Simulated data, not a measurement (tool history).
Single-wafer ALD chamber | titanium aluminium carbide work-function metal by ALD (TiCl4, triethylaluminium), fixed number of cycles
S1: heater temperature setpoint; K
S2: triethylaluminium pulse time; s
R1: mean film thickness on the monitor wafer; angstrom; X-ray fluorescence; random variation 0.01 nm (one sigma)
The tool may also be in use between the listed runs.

run 1 hour=0 | S1=588.15 S2=12.28 | R1=19.229
run 2 hour=2.7 | S1=588.15 S2=10.96 | R1=18.953
run 3 hour=4.1 | S1=579.15 S2=10.96 | R1=18.537
run 4 hour=12.6 | S1=589.15 S2=10.96 | R1=19.105
run 5 hour=14.5 | S1=598.15 S2=10.96 | R1=20.156
run 6 hour=18.9 | S1=603.15 S2=10.96 | R1=20.237
run 7 hour=27.2 | S1=594.15 S2=9.63 | R1=19.249

The next listed run, before its measurement:
run 8 hour=35.1 | S1=589.15 S2=8.88 | R1=?

R1: 18.587 angstrom

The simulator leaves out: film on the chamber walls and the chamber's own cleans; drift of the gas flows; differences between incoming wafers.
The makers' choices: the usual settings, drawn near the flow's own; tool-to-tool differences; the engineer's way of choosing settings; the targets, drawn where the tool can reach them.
